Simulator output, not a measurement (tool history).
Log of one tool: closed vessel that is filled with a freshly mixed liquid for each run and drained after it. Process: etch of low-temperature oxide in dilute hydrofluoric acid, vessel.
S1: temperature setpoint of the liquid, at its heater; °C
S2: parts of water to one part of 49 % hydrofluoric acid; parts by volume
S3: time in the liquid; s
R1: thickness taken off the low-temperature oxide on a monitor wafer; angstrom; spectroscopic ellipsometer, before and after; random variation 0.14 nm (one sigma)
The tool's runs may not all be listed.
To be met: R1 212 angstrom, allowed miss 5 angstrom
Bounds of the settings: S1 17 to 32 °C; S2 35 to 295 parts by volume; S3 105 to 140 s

run 1 day=0 | S1=24 S2=165 S3=140 | R1=165.78
run 2 day=0.317 | S1=24 S2=165 S3=105 | R1=124.08
run 3 day=0.638 | S1=26 S2=155 S3=105 | R1=141.27
run 4 day=0.733 | S1=26 S2=140 S3=105 | R1=162.12
run 5 day=1.025 | S1=28 S2=140 S3=105 | R1=173.74
run 6 day=1.088 | S1=28 S2=140 S3=105 | R1=173.28
run 7 day=1.279 | S1=29 S2=135 S3=105 | R1=191.04
run 8 day=1.508 | S1=29.5 S2=135 S3=105 | R1=194.09
run 9 day=1.579 | S1=29.5 S2=135 S3=105 | R1=192.41
run 10 day=1.708 | S1=30 S2=135 S3=105 | R1=197.62
run 11 day=1.754 | S1=30.5 S2=135 S3=105 | R1=200.67
-- day=1.796 thermometer replaced
run 12 day=1.796 | S1=31 S2=135 S3=105 | R1=220.69

Which of these 4 next moves meets every target?
run A day=1.838 | S1=28.5 S2=135 S3=105 | R1=?
run B day=1.838 | S1=31 S2=140 S3=105 | R1=?
run C day=1.838 | S1=29.5 S2=165 S3=140 | R1=?
run D day=1.838 | S1=29.5 S2=150 S3=130 | R1=?

move=A R1=200.45
move=B R1=210.31
move=C R1=218.21
move=D R1=227.21
A: takes the result that was furthest off past its target
B: meets every target
C: nearer than the last run, and not there yet
D: further off than the last run
The right move is B.
